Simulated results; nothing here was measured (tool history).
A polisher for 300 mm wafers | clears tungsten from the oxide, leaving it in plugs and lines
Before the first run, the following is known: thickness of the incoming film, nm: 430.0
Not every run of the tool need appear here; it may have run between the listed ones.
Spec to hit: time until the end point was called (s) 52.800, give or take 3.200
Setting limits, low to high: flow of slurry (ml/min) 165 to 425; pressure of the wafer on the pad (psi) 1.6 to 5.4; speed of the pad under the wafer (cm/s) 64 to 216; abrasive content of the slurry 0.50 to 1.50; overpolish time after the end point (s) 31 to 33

run  hour  flow of slurry (ml/min)  pressure of the wafer on the pad (psi)  speed of the pad under the wafer (cm/s)  abrasive content of the slurry  overpolish time after the end point (s)  time until the end point was called (s)
  1   0.0                      275                                     3.5                                      140                            1.00                                       31                                   84.869
  2   4.0                      275                                     3.5                                      140                            1.20                                       31                                   81.273
  3   7.3                      275                                     4.2                                      140                            1.20                                       31                                   68.566
  4   8.4                      245                                     4.2                                      140                            1.20                                       31                                   70.305
  5  12.2                      245                                     4.2                                      120                            1.20                                       31                                   80.816
  6  20.2                      245                                     4.5                                      124                            1.20                                       31                                   71.344
  7  28.2                      245                                     4.7                                      126                            1.20                                       31                                   69.761
  8  28.8                      245                                     4.9                                      130                            1.20                                       31                                   63.587
  9  33.2                      245                                     4.9                                      130                            1.20                                       31                                   65.234
 10  42.1                      245                                     5.0                                      134                            1.20                                       31                                   60.613
 11  45.0                      245                                     5.1                                      136                            1.20                                       31                                   60.619
 12  48.1                      245                                     5.2                                      140                            1.20                                       31                                   56.110

Which one of the following 4 next-run settings gets every result inside its allowed miss? There is exactly one.
  A  51.2                      260                                     5.2                                      134                            1.05                                       31                                        ?
  B  51.2                      235                                     5.4                                      142                            1.30                                       31                                        ?
  C  51.2                      200                                     5.4                                      122                            1.30                                       31                                        ?
  D  51.2                      225                                     4.9                                      136                            1.25                                       33                                        ?

move  time until the end point was called (s)
   A                                   64.039
   B                                   55.417
   C                                   64.535
   D                                   64.092
A: lands further from the targets than the last run did
B: all results land within tolerance of their targets
C: lands further from the targets than the last run did
D: lands further from the targets than the last run did
The right move is B.

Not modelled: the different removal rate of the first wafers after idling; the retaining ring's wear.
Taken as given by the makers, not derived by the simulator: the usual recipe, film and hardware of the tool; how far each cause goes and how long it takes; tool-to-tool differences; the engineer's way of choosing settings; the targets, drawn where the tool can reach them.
